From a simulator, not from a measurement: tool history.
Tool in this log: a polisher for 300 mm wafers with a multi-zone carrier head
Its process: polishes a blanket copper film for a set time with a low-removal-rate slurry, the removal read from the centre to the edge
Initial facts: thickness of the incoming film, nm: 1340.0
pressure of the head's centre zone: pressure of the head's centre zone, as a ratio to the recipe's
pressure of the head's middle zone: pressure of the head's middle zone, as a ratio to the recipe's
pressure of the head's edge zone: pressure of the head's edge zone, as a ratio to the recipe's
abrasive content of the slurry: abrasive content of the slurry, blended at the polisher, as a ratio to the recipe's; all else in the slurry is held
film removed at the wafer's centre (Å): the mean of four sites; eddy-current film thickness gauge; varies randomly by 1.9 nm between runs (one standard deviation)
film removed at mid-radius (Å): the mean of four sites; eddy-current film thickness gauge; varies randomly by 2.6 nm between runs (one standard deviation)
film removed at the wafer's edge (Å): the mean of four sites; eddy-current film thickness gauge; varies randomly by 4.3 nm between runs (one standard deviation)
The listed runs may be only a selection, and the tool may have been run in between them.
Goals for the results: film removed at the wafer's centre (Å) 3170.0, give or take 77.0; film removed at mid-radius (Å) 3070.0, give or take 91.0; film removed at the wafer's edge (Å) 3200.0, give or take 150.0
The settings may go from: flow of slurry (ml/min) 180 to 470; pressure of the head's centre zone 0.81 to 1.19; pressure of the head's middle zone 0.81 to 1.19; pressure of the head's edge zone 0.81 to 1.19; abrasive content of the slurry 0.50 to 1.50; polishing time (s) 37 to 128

run  hour  flow of slurry (ml/min)  pressure of the head's centre zone  pressure of the head's middle zone  pressure of the head's edge zone  abrasive content of the slurry  polishing time (s)  film removed at the wafer's centre (Å)  film removed at mid-radius (Å)  film removed at the wafer's edge (Å)
  1   0.0                      300                                1.00                                1.00                              1.00                            1.00                  82                                  2751.2                          2802.2                                2782.4
  2   2.5                      300                                1.00                                1.08                              1.00                            1.00                  82                                  2793.4                          2927.1                                2695.5
  3   8.0                      315                                1.02                                1.06                              1.05                            1.10                  82                                  2908.7                          2981.8                                2919.4
  4  11.5                      375                                1.02                                1.06                              1.05                            1.10                  82                                  2930.5                          3010.9                                2956.3
  5  17.9                      380                                1.04                                1.06                              1.07                            1.15                  82                                  3049.5                          3018.3                                2943.2
  6  21.4                      380                                1.04                                1.06                              1.07                            1.15                 103                                  3827.3                          3833.8                                3706.3
  7  30.4                      380                                1.02                                1.00                              1.02                            1.00                 102                                  3581.6                          3515.5                                3512.3
  8  34.6                      380                                1.00                                0.96                              0.98                            0.90                 102                                  3485.3                          3351.9                                3387.7
  9  38.5                      300                                0.94                                0.90                              0.94                            0.75                 101                                  3051.2                          2900.0                                3137.7
 10  45.3                      310                                0.95                                0.91                              0.95                            0.75                 101                                  3069.3                          2986.0                                3134.7

5 candidate next runs follow, results not yet known. Just one meets every target within its allowed miss. Identify it.
  A  52.1                      290                                0.98                                1.08                              0.86                            0.70                  97                                       ?                               ?                                     ?
  B  52.1                      320                                1.02                                0.86                              0.94                            0.65                 105                                       ?                               ?                                     ?
  C  52.1                      290                                0.98                                0.82                              1.01                            0.90                 100                                       ?                               ?                                     ?
  D  52.1                      280                                0.98                                0.88                              0.94                            0.60                 104                                       ?                               ?                                     ?
  E  52.1                      360                                0.95                                0.91                              0.94                            0.80                 102                                       ?                               ?                                     ?

move  film removed at the wafer's centre (Å)  film removed at mid-radius (Å)  film removed at the wafer's edge (Å)
   A                                  3018.6                          3254.2                                2783.4
   B                                  3386.2                          2896.9                                3128.2
   C                                  3253.6                          2790.9                                3251.1
   D                                  3133.6                          2848.6                                3025.6
   E                                  3214.7                          3092.8                                3176.8
A: further off than the last run
B: carries the result that was furthest off beyond its target, to the other side
C: carries the result that was furthest off beyond its target, to the other side
D: brings the result that was furthest off to its target, and leaves another outside
E: every result within its allowed miss
So the answer is move E, the one that meets all the targets.

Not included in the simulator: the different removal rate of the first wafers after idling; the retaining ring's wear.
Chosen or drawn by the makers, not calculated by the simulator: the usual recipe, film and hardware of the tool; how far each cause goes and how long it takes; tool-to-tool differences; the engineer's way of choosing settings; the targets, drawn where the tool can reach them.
